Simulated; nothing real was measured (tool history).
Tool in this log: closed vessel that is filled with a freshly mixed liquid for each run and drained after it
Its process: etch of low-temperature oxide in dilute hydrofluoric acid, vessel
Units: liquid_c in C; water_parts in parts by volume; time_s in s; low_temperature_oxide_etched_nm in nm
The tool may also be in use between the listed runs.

| run | hour | liquid_c | water_parts | time_s | low_temperature_oxide_etched_nm |
|---|---|---|---|---|---|
| 1 | 0 | 23 | 240 | 200 | 17.871 |
| 2 | 5 | 23 | 285 | 200 | 14.565 |
| 3 | 8.3 | 23 | 220 | 200 | 20.125 |
| 4 | 13.3 | 21 | 220 | 200 | 18.691 |
| 5 | 14.7 | 20.5 | 225 | 200 | 18.123 |
| 6 | 21.1 | 17.5 | 225 | 200 | 15.802 |
| 7 | 24.7 | 17.5 | 230 | 200 | 15.592 |
| 8 | 32.9 | 17.5 | 230 | 200 | 15.485 |
| 9 | 39.4 | 17.5 | 235 | 200 | 15.029 |

Estimate the outcome of run 10 from the log above:
| 10 | 42.9 | 17.5 | 240 | 200 | ? |

{"run 10": {"low_temperature_oxide_etched_nm": 14.562}}

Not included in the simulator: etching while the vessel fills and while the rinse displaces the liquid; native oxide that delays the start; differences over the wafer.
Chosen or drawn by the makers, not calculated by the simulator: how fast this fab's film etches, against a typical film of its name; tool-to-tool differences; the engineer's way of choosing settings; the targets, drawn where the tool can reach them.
